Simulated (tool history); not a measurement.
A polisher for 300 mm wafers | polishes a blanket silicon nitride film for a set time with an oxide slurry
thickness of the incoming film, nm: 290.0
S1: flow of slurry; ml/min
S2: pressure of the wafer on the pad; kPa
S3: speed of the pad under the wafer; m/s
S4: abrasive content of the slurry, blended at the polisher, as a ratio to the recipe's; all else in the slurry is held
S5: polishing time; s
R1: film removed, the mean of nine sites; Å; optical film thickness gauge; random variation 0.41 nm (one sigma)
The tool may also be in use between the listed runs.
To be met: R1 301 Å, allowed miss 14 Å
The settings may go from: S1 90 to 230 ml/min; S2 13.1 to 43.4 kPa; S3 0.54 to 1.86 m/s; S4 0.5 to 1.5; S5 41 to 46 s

| run | day | S1 | S2 | S3 | S4 | S5 | R1 |
|---|---|---|---|---|---|---|---|
| 1 | 0 | 150 | 28.3 | 1.18 | 1 | 46 | 438.34 |
| 2 | 0.171 | 150 | 24.8 | 1.16 | 1 | 46 | 383.93 |
| 3 | 0.208 | 150 | 24.8 | 1.16 | 1 | 41 | 331.38 |
| 4 | 0.258 | 150 | 24.8 | 1.16 | 1 | 41 | 345.66 |
| 5 | 0.6 | 180 | 24.8 | 1.16 | 1 | 41 | 343.77 |
| 6 | 0.667 | 180 | 24.8 | 1.16 | 1.2 | 41 | 382.88 |
| 7 | 0.858 | 180 | 22.8 | 1.16 | 1.2 | 41 | 350.97 |
| 8 | 1.062 | 180 | 21.4 | 1.16 | 1.2 | 41 | 322.15 |

Which of these 5 next moves meets every target?
| A | 1.267 | 145 | 20 | 1.04 | 1.2 | 41 | ? |
| B | 1.267 | 175 | 17.9 | 1.06 | 1.2 | 43 | ? |
| C | 1.267 | 210 | 18.6 | 1.14 | 1.25 | 42 | ? |
| D | 1.267 | 170 | 17.9 | 1.14 | 1.1 | 42 | ? |
| E | 1.267 | 160 | 21.4 | 0.98 | 1.05 | 41 | ? |

| move | R1 |
|---|---|
| A | 269.65 |
| B | 265.97 |
| C | 296.19 |
| D | 264.58 |
| E | 264.72 |
A: takes the result that was furthest off past its target
B: takes the result that was furthest off past its target
C: meets every target
D: takes the result that was furthest off past its target
E: takes the result that was furthest off past its target
The right move is C.
